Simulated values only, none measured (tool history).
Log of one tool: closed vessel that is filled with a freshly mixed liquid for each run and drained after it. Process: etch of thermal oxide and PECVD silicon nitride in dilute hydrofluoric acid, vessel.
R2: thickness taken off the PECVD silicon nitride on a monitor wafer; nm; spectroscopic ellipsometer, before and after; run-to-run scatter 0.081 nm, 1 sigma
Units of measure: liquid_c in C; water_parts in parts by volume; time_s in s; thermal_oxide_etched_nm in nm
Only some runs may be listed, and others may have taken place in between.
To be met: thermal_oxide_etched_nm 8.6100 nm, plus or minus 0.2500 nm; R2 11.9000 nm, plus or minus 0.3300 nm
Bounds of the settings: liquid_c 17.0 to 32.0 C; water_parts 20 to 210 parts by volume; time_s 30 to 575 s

Run 1, hour 0.0: liquid_c 24.0 C, water_parts 115 parts by volume, time_s 295 s. Result: thermal_oxide_etched_nm 12.9320 nm, R2 16.1150 nm.
Run 2, hour 5.0: liquid_c 24.0 C, water_parts 120 parts by volume, time_s 300 s. Result: thermal_oxide_etched_nm 12.6610 nm, R2 15.8810 nm.
Run 3, hour 7.1: liquid_c 24.0 C, water_parts 150 parts by volume, time_s 300 s. Result: thermal_oxide_etched_nm 9.6634 nm, R2 12.3630 nm.
Run 4, hour 8.4: liquid_c 24.0 C, water_parts 155 parts by volume, time_s 300 s. Result: thermal_oxide_etched_nm 9.3873 nm, R2 12.1750 nm.
Run 5, hour 15.1: liquid_c 24.0 C, water_parts 155 parts by volume, time_s 215 s. Result: thermal_oxide_etched_nm 6.5603 nm, R2 8.7995 nm.
Run 6, hour 21.4: liquid_c 24.0 C, water_parts 155 parts by volume, time_s 140 s. Result: thermal_oxide_etched_nm 4.3469 nm, R2 5.6566 nm.
Run 7, hour 24.0: liquid_c 24.5 C, water_parts 150 parts by volume, time_s 140 s. Result: thermal_oxide_etched_nm 4.5604 nm, R2 6.0907 nm.
Run 8, hour 29.8: liquid_c 25.0 C, water_parts 140 parts by volume, time_s 140 s. Result: thermal_oxide_etched_nm 5.0198 nm, R2 6.6620 nm.
Run 9, hour 34.0: liquid_c 25.5 C, water_parts 135 parts by volume, time_s 140 s. Result: thermal_oxide_etched_nm 5.2920 nm, R2 7.2177 nm.
Run 10, hour 40.0: liquid_c 27.5 C, water_parts 85 parts by volume, time_s 125 s. Result: thermal_oxide_etched_nm 8.8390 nm, R2 11.4850 nm.
Run 11, hour 44.6: liquid_c 28.5 C, water_parts 90 parts by volume, time_s 130 s. Result: thermal_oxide_etched_nm 8.9805 nm, R2 12.0710 nm.

Next run, 4 choices. One meets every target within its allowed miss, the rest don't. Which?
Run A, hour 49.2: liquid_c 32.0 C, water_parts 100 parts by volume, time_s 115 s. Result: thermal_oxide_etched_nm ?, R2 ?.
Run B, hour 49.2: liquid_c 27.0 C, water_parts 100 parts by volume, time_s 150 s. Result: thermal_oxide_etched_nm ?, R2 ?.
Run C, hour 49.2: liquid_c 30.5 C, water_parts 135 parts by volume, time_s 170 s. Result: thermal_oxide_etched_nm ?, R2 ?.
Run D, hour 49.2: liquid_c 29.0 C, water_parts 95 parts by volume, time_s 130 s. Result: thermal_oxide_etched_nm ?, R2 ?.

move  thermal_oxide_etched_nm       R2
   A                   7.9247  11.9700
   B                   8.5621  11.3940
   C                   7.8184  11.9020
   D                   8.4897  11.8100
A: moves the result that the last run missed by most past its target, out the other side
B: the worst result of the last run now meets its target, but another is out of spec
C: moves the result that the last run missed by most past its target, out the other side
D: hits every target within its allowed miss
Answer: D
